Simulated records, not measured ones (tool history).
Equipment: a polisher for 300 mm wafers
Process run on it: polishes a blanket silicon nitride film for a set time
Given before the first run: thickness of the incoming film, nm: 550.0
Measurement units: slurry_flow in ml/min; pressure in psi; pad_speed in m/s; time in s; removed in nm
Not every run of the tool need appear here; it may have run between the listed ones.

run,day,slurry_flow,pressure,pad_speed,time,removed
1,0,310,4.5,0.88,64,136.95
2,0.229,340,4.5,0.88,64,140.16
3,0.342,350,4.7,0.88,64,145.96
4,0.612,390,4.7,0.88,64,147.76
5,0.983,390,4.9,0.88,64,151.05
6,1.229,390,5.2,0.88,64,161.89
7,1.567,390,5.4,0.88,64,168.04

What does the tool deliver on the next run?
8,1.829,390,5.4,0.88,64,?

{"run 8": {"removed": 166.98}}
